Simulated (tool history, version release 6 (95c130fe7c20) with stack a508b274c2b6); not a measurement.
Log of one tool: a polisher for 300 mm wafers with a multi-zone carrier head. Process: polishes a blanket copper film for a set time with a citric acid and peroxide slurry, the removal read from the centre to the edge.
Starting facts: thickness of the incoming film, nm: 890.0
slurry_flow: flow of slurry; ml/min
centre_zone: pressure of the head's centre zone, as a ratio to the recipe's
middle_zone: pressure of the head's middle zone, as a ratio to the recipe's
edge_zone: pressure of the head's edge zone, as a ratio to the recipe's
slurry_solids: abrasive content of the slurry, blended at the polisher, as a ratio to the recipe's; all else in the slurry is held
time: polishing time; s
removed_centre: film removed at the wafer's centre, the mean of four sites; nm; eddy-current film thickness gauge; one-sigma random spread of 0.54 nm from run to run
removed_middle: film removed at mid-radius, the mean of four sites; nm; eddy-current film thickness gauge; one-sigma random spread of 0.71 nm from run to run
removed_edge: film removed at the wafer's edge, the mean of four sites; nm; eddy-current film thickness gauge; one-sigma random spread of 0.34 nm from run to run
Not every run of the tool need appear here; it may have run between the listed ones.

run	day	slurry_flow	centre_zone	middle_zone	edge_zone	slurry_solids	time	removed_centre	removed_middle	removed_edge
1	0.000	175	1.00	1.00	1.00	1.0	42	77.906	79.501	80.941
2	0.308	175	1.01	1.00	0.97	0.9	38	69.035	70.110	70.672
3	0.617	175	1.01	1.00	1.01	0.9	38	69.032	70.868	72.594
4	0.796	175	1.01	1.00	1.01	0.9	49	89.527	92.611	93.183
5	1.067	175	1.01	1.00	1.01	1.1	49	90.492	97.556	96.136
6	1.262	170	1.01	1.01	0.97	1.0	43	79.091	84.486	81.852

Run 7 has not been measured yet. What should we expect?
7	1.558	170	1.02	1.01	0.95	0.9	39	?	?	?

Logged for run 7: removed_centre 70.690 nm, removed_middle 74.622 nm, removed_edge 71.805 nm.
